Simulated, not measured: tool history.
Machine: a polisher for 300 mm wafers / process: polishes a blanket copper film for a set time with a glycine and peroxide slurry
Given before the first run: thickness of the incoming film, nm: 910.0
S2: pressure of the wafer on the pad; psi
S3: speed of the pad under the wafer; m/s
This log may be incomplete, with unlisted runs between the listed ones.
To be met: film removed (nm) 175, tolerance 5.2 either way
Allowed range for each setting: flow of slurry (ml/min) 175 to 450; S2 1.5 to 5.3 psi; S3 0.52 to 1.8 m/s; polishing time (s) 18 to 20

{"run": 1, "hour": 0.0, "flow of slurry (ml/min)": 290, "S2": 3.4, "S3": 1.16, "polishing time (s)": 20, "film removed (nm)": 123.77}
{"run": 2, "hour": 8.1, "flow of slurry (ml/min)": 340, "S2": 3.4, "S3": 1.16, "polishing time (s)": 20, "film removed (nm)": 127.15}
{"run": 3, "hour": 13.2, "flow of slurry (ml/min)": 340, "S2": 4, "S3": 1.16, "polishing time (s)": 20, "film removed (nm)": 142.09}
{"run": 4, "hour": 19.7, "flow of slurry (ml/min)": 340, "S2": 4.2, "S3": 1.16, "polishing time (s)": 20, "film removed (nm)": 145.87}
{"run": 5, "hour": 26.4, "flow of slurry (ml/min)": 340, "S2": 4.2, "S3": 1.16, "polishing time (s)": 18, "film removed (nm)": 133.83}
{"run": 6, "hour": 28.0, "flow of slurry (ml/min)": 340, "S2": 4.5, "S3": 1.18, "polishing time (s)": 18, "film removed (nm)": 142.09}
{"run": 7, "hour": 29.4, "flow of slurry (ml/min)": 345, "S2": 4.7, "S3": 1.2, "polishing time (s)": 18, "film removed (nm)": 149.7}
{"run": 8, "hour": 34.6, "flow of slurry (ml/min)": 345, "S2": 4.8, "S3": 1.22, "polishing time (s)": 18, "film removed (nm)": 153.7}

Next run, 4 choices. One meets every target within its allowed miss, the rest don't. Which?
{"run": "A", "hour": 39.8, "flow of slurry (ml/min)": 320, "S2": 4.8, "S3": 1.2, "polishing time (s)": 19, "film removed (nm)": "?"}
{"run": "B", "hour": 39.8, "flow of slurry (ml/min)": 340, "S2": 4.6, "S3": 1.28, "polishing time (s)": 20, "film removed (nm)": "?"}
{"run": "C", "hour": 39.8, "flow of slurry (ml/min)": 320, "S2": 4.3, "S3": 1.08, "polishing time (s)": 18, "film removed (nm)": "?"}
{"run": "D", "hour": 39.8, "flow of slurry (ml/min)": 385, "S2": 4.9, "S3": 1.12, "polishing time (s)": 20, "film removed (nm)": "?"}

move=A film_removed_(nm)=157.63
move=B film_removed_(nm)=171.02
move=C film_removed_(nm)=124.85
move=D film_removed_(nm)=160.91
A: an improvement on the last run, though not all results are within tolerance
B: every result within its allowed miss
C: moves away from the targets compared with the last run
D: an improvement on the last run, though not all results are within tolerance
B is the move that brings every result within its allowed miss.
